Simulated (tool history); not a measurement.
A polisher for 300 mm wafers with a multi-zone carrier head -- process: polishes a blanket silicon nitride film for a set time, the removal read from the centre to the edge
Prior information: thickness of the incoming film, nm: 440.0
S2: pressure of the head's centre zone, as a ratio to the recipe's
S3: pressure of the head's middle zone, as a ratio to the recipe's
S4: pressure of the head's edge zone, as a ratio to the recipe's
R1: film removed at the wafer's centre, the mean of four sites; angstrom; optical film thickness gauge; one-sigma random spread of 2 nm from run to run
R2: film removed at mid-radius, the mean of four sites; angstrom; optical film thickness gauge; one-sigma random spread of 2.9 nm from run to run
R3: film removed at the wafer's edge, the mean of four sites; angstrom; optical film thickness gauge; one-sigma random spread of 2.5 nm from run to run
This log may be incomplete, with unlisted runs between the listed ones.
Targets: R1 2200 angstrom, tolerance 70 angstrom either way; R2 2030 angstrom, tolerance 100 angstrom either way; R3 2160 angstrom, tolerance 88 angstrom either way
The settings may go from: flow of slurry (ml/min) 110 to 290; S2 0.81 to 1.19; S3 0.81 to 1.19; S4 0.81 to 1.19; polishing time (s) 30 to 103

run 1 hour=0 | flow_of_slurry_(ml/min)=185 S2=1 S3=1 S4=1 polishing_time_(s)=66 | R1=1746.9 R2=1642.4 R3=1598
run 2 hour=4.1 | flow_of_slurry_(ml/min)=185 S2=1.04 S3=1 S4=1 polishing_time_(s)=66 | R1=1790.2 R2=1626.1 R3=1579.6
run 3 hour=7.1 | flow_of_slurry_(ml/min)=185 S2=0.95 S3=1 S4=1 polishing_time_(s)=66 | R1=1641.3 R2=1625 R3=1574.1
run 4 hour=14.3 | flow_of_slurry_(ml/min)=185 S2=0.95 S3=0.96 S4=1 polishing_time_(s)=66 | R1=1656.5 R2=1579.9 R3=1594.9
run 5 hour=14.9 | flow_of_slurry_(ml/min)=190 S2=0.96 S3=0.96 S4=1.02 polishing_time_(s)=69 | R1=1734.1 R2=1616.5 R3=1659.4
run 6 hour=16.7 | flow_of_slurry_(ml/min)=190 S2=0.96 S3=0.89 S4=1.02 polishing_time_(s)=69 | R1=1757.8 R2=1571.1 R3=1685.8
run 7 hour=20.8 | flow_of_slurry_(ml/min)=190 S2=0.96 S3=0.9 S4=1.03 polishing_time_(s)=72 | R1=1793.9 R2=1620.8 R3=1760.3
-- hour=24.2 centre zone pressure recalibrated
run 8 hour=24.2 | flow_of_slurry_(ml/min)=195 S2=0.97 S3=0.92 S4=1.04 polishing_time_(s)=74 | R1=1698.4 R2=1712.2 R3=1784.2
run 9 hour=31.8 | flow_of_slurry_(ml/min)=220 S2=0.98 S3=0.86 S4=0.97 polishing_time_(s)=90 | R1=2144.2 R2=2045.9 R3=2189
run 10 hour=38.4 | flow_of_slurry_(ml/min)=220 S2=0.99 S3=0.86 S4=0.97 polishing_time_(s)=90 | R1=2121.3 R2=1956.1 R3=2130.3
run 11 hour=41.8 | flow_of_slurry_(ml/min)=220 S2=0.99 S3=0.86 S4=0.97 polishing_time_(s)=90 | R1=2140.7 R2=1972.6 R3=2156

Next run, 4 choices. One meets every target within its allowed miss, the rest don't. Which?
run A hour=45.2 | flow_of_slurry_(ml/min)=235 S2=1.06 S3=0.94 S4=0.9 polishing_time_(s)=91 | R1=? R2=? R3=?
run B hour=45.2 | flow_of_slurry_(ml/min)=255 S2=1 S3=0.87 S4=0.95 polishing_time_(s)=90 | R1=? R2=? R3=?
run C hour=45.2 | flow_of_slurry_(ml/min)=230 S2=0.96 S3=0.84 S4=0.94 polishing_time_(s)=88 | R1=? R2=? R3=?
run D hour=45.2 | flow_of_slurry_(ml/min)=200 S2=0.92 S3=0.9 S4=1 polishing_time_(s)=90 | R1=? R2=? R3=?

move=A R1=2325.4 R2=2170.3 R3=2120.5
move=B R1=2186.7 R2=2029.2 R3=2165.2
move=C R1=2028.9 R2=1909 R3=2091.8
move=D R1=1957.2 R2=2037.6 R3=2178.4
A: the result that was furthest off in the last run now lies on the other side of its target
B: every result within its allowed miss
C: its largest miss is bigger than the last run's
D: its largest miss is bigger than the last run's
Correct choice: B, which meets every target
